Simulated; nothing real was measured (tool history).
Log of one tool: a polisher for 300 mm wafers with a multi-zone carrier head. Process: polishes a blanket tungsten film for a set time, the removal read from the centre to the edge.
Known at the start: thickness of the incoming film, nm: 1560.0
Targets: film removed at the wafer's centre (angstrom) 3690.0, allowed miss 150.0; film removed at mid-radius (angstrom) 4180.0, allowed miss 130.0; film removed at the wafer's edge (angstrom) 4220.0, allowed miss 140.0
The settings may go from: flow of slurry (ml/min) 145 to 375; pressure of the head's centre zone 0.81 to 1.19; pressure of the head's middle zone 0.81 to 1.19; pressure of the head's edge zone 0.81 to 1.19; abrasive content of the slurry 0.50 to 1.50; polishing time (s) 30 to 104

run  hour  flow of slurry (ml/min)  pressure of the head's centre zone  pressure of the head's middle zone  pressure of the head's edge zone  abrasive content of the slurry  polishing time (s)  film removed at the wafer's centre (angstrom)  film removed at mid-radius (angstrom)  film removed at the wafer's edge (angstrom)
  1   0.0                      240                                1.00                                1.00                              1.00                            1.00                  67                                         5980.6                                 5892.2                                       5845.8
  2   7.5                      300                                1.00                                1.00                              1.00                            1.00                  67                                         6112.1                                 6019.0                                       6034.8
  3  11.2                      295                                0.98                                0.99                              0.99                            0.95                  66                                         5914.0                                 5962.8                                       5685.4
  4  13.8                      295                                0.98                                0.99                              0.99                            0.95                  60                                         5468.8                                 5310.3                                       5267.4
  5  20.1                      285                                0.96                                0.99                              1.01                            0.90                  59                                         5004.3                                 5123.8                                       5143.8
  6  27.7                      335                                0.96                                0.99                              1.01                            0.90                  59                                         5098.9                                 5205.7                                       5223.6
  7  35.5                      295                                0.86                                0.91                              0.91                            0.65                  55                                         4261.7                                 4255.4                                       4305.6
  8  38.4                      295                                0.86                                0.91                              0.91                            0.65                  55                                         4141.2                                 4269.9                                       4448.5
  9  46.3                      240                                0.81                                0.95                              0.90                            0.50                  55                                         3777.6                                 4168.9                                       4050.5

4 next moves are on the table. One of them brings every result within its allowed miss. Which?
  A  54.2                      235                                0.92                                1.04                              0.81                            0.50                  56                                              ?                                      ?                                            ?
  B  54.2                      180                                0.86                                1.02                              1.04                            0.75                  51                                              ?                                      ?                                            ?
  C  54.2                      185                                0.86                                0.91                              0.86                            0.50                  60                                              ?                                      ?                                            ?
  D  54.2                      225                                0.94                                1.08                              0.81                            0.50                  56                                              ?                                      ?                                            ?

move  film removed at the wafer's centre (angstrom)  film removed at mid-radius (angstrom)  film removed at the wafer's edge (angstrom)
   A                                         4097.3                                 4480.7                                       3961.9
   B                                         3678.1                                 4170.3                                       4237.3
   C                                         4047.8                                 4235.0                                       4266.3
   D                                         4136.4                                 4581.6                                       3944.8
A: further off than the last run
B: meets every target
C: brings the result that was furthest off to its target, and leaves another outside
D: further off than the last run
Move B is the one to make.
